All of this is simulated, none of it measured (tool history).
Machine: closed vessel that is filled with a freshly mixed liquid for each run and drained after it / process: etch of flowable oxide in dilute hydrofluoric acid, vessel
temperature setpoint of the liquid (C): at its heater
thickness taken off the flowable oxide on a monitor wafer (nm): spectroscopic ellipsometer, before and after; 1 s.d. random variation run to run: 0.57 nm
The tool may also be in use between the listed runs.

run	day	temperature setpoint of the liquid (C)	parts of water to one part of 49 % hydrofluoric acid (parts by volume)	time in the liquid (s)	thickness taken off the flowable oxide on a monitor wafer (nm)
1	0	20	270	795	74.92
2	0.075	19.5	275	795	71.187
3	0.412	19	280	795	67.479
4	0.762	18.5	280	795	66.117
5	0.962	17.5	290	795	61.537
6	1.325	17.5	380	795	43.075
# day 1.6: hydrofluoric acid flow meter replaced
7	1.6	21.5	365	795	60.165

For run 8, what comes out?
8	1.796	21	365	795	?

{"run 8": {"thickness taken off the flowable oxide on a monitor wafer (nm)": 59.483}}

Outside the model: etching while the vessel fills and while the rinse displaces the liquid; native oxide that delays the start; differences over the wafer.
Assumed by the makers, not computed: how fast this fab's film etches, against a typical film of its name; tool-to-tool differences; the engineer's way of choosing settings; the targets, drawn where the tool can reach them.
